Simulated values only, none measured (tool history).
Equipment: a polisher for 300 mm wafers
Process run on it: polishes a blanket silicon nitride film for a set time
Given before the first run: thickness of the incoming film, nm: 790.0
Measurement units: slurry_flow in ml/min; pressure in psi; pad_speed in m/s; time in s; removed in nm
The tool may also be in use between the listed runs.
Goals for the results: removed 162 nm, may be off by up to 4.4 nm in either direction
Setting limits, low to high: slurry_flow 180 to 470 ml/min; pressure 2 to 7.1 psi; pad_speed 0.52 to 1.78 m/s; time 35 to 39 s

Run 1, day 0: slurry_flow 300 ml/min, pressure 4.5 psi, pad_speed 1.14 m/s, time 39 s. Result: removed 98.169 nm.
Run 2, day 0.288: slurry_flow 300 ml/min, pressure 4.5 psi, pad_speed 1.14 m/s, time 35 s. Result: removed 87.187 nm.
Run 3, day 0.596: slurry_flow 300 ml/min, pressure 4.9 psi, pad_speed 1.14 m/s, time 35 s. Result: removed 96.126 nm.
Run 4, day 0.775: slurry_flow 300 ml/min, pressure 4.9 psi, pad_speed 1.28 m/s, time 35 s. Result: removed 105.53 nm.
Run 5, day 0.929: slurry_flow 300 ml/min, pressure 5.2 psi, pad_speed 1.28 m/s, time 35 s. Result: removed 110.49 nm.
Run 6, day 0.996: slurry_flow 300 ml/min, pressure 5.5 psi, pad_speed 1.28 m/s, time 35 s. Result: removed 116.54 nm.
Run 7, day 1.071: slurry_flow 310 ml/min, pressure 6.8 psi, pad_speed 1.3 m/s, time 35 s. Result: removed 146.18 nm.
Run 8, day 1.254: slurry_flow 310 ml/min, pressure 6.8 psi, pad_speed 1.32 m/s, time 35 s. Result: removed 146.23 nm.
Run 9, day 1.412: slurry_flow 310 ml/min, pressure 6.8 psi, pad_speed 1.34 m/s, time 35 s. Result: removed 148.44 nm.
Run 10, day 1.746: slurry_flow 310 ml/min, pressure 7 psi, pad_speed 1.38 m/s, time 35 s. Result: removed 154.53 nm.

Which of these 4 next moves meets every target?
Run A, day 2.079: slurry_flow 370 ml/min, pressure 7 psi, pad_speed 1.24 m/s, time 37 s. Result: removed ?.
Run B, day 2.079: slurry_flow 355 ml/min, pressure 7 psi, pad_speed 1.26 m/s, time 39 s. Result: removed ?.
Run C, day 2.079: slurry_flow 310 ml/min, pressure 6.8 psi, pad_speed 1.46 m/s, time 39 s. Result: removed ?.
Run D, day 2.079: slurry_flow 340 ml/min, pressure 6 psi, pad_speed 1.44 m/s, time 37 s. Result: removed ?.

move  removed
   A   152.82
   B   162.61
   C   175.93
   D   147.92
A: misses by more than the last run did
B: in spec on every target
C: pushes the last run's worst result past its target
D: misses by more than the last run did
Correct choice: B, which meets every target
